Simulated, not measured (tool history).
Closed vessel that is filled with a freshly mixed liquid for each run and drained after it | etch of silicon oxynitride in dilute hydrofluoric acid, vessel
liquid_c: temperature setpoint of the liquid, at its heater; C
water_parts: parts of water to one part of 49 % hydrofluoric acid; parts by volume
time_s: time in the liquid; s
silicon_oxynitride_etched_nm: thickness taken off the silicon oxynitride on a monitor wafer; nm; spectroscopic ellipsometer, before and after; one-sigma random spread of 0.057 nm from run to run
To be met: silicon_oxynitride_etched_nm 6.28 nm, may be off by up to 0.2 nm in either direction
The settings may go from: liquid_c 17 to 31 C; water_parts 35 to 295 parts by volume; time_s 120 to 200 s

| run | hour | liquid_c | water_parts | time_s | silicon_oxynitride_etched_nm |
|---|---|---|---|---|---|
| 1 | 0 | 23 | 165 | 200 | 3.8428 |
| 2 | 2.9 | 25.5 | 160 | 200 | 4.4719 |
| 3 | 9.3 | 27 | 155 | 200 | 4.9668 |
| 4 | 16.4 | 28 | 150 | 200 | 5.2768 |
|  | 20 | hydrofluoric acid flow meter replaced |
| 5 | 20 | 28 | 150 | 120 | 2.9571 |
| 6 | 22 | 28 | 205 | 120 | 2.0479 |
| 7 | 26 | 31 | 140 | 135 | 4.027 |
| 8 | 27.2 | 31 | 75 | 140 | 8.3381 |
| 9 | 30.9 | 31 | 85 | 140 | 7.4581 |
| 10 | 32.1 | 31 | 90 | 140 | 6.9705 |
| 11 | 40 | 31 | 95 | 140 | 6.4938 |

Consider the 4 candidate settings below. Which is the only one whose results all fall within their allowed miss of target?
| A | 47.9 | 31 | 145 | 200 | ? |
| B | 47.9 | 31 | 80 | 120 | ? |
| C | 47.9 | 31 | 105 | 160 | ? |
| D | 47.9 | 28 | 75 | 120 | ? |

| move | silicon_oxynitride_etched_nm |
|---|---|
| A | 5.7688 |
| B | 6.7105 |
| C | 6.6386 |
| D | 6.2715 |
A: carries the result that was furthest off beyond its target, to the other side
B: misses by more than the last run did
C: misses by more than the last run did
D: every result lands within tolerance
Go with D: it meets all targets.

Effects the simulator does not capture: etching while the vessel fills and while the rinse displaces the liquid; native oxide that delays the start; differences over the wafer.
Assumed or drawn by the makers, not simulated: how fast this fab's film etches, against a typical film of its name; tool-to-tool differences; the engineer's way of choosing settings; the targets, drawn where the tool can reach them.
